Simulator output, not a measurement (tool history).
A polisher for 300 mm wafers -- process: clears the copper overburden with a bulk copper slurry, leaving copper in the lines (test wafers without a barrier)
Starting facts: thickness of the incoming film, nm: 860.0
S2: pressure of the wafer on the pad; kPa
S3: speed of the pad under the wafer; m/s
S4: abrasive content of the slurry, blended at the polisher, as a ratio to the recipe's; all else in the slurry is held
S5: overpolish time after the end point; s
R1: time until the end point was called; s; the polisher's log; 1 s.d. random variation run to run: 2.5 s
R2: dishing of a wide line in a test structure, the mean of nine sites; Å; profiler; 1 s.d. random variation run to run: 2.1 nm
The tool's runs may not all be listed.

{"run": 1, "hour": 0.0, "flow of slurry (ml/min)": 200, "S2": 14.5, "S3": 0.88, "S4": 1.0, "S5": 22, "R1": 151.31, "R2": 648.11}
{"run": 2, "hour": 3.9, "flow of slurry (ml/min)": 200, "S2": 16.5, "S3": 0.88, "S4": 1.0, "S5": 22, "R1": 132.82, "R2": 734.56}
{"run": 3, "hour": 7.9, "flow of slurry (ml/min)": 200, "S2": 16.5, "S3": 0.88, "S4": 1.0, "S5": 23, "R1": 133.29, "R2": 727.08}
{"run": 4, "hour": 15.6, "flow of slurry (ml/min)": 200, "S2": 14.5, "S3": 0.88, "S4": 1.0, "S5": 23, "R1": 157.2, "R2": 678.35}
{"run": 5, "hour": 23.0, "flow of slurry (ml/min)": 200, "S2": 14.5, "S3": 0.78, "S4": 1.0, "S5": 23, "R1": 173.51, "R2": 624.88}
{"run": 6, "hour": 29.3, "flow of slurry (ml/min)": 200, "S2": 14.5, "S3": 0.78, "S4": 1.15, "S5": 23, "R1": 165.4, "R2": 641.37}
{"run": 7, "hour": 30.1, "flow of slurry (ml/min)": 200, "S2": 15.2, "S3": 0.78, "S4": 1.15, "S5": 24, "R1": 158.67, "R2": 676.66}
{"run": 8, "hour": 37.7, "flow of slurry (ml/min)": 200, "S2": 15.2, "S3": 0.78, "S4": 1.15, "S5": 25, "R1": 158.82, "R2": 688.77}

Run 9 has not been measured yet. What should we expect?
{"run": 9, "hour": 44.4, "flow of slurry (ml/min)": 200, "S2": 15.2, "S3": 0.78, "S4": 1.15, "S5": 26, "R1": "?", "R2": "?"}

{"run 9": {"R1": 159.24, "R2": 724.05}}
